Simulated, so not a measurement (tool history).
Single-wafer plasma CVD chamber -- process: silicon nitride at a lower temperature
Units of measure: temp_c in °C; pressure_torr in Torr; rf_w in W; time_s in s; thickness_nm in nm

{"run": 1, "hour": 0.0, "temp_c": 360, "pressure_torr": 1.64, "rf_w": 255, "time_s": 42.1, "thickness_nm": 43.133}
{"run": 2, "hour": 7.6, "temp_c": 360, "pressure_torr": 1.55, "rf_w": 245, "time_s": 42.1, "thickness_nm": 40.899}
{"run": 3, "hour": 13.8, "temp_c": 360, "pressure_torr": 1.47, "rf_w": 240, "time_s": 42.1, "thickness_nm": 40.082}
{"run": 4, "hour": 22.1, "temp_c": 360, "pressure_torr": 1.41, "rf_w": 235, "time_s": 42.1, "thickness_nm": 38.866}
{"run": 5, "hour": 27.8, "temp_c": 360, "pressure_torr": 1.35, "rf_w": 230, "time_s": 42.1, "thickness_nm": 37.475}
{"run": 6, "hour": 28.6, "temp_c": 360, "pressure_torr": 1.35, "rf_w": 200, "time_s": 42.1, "thickness_nm": 34.054}

What does the tool deliver on the next run?
{"run": 7, "hour": 29.5, "temp_c": 360, "pressure_torr": 1.37, "rf_w": 200, "time_s": 42.1, "thickness_nm": "?"}

{"run 7": {"thickness_nm": 34.336}}
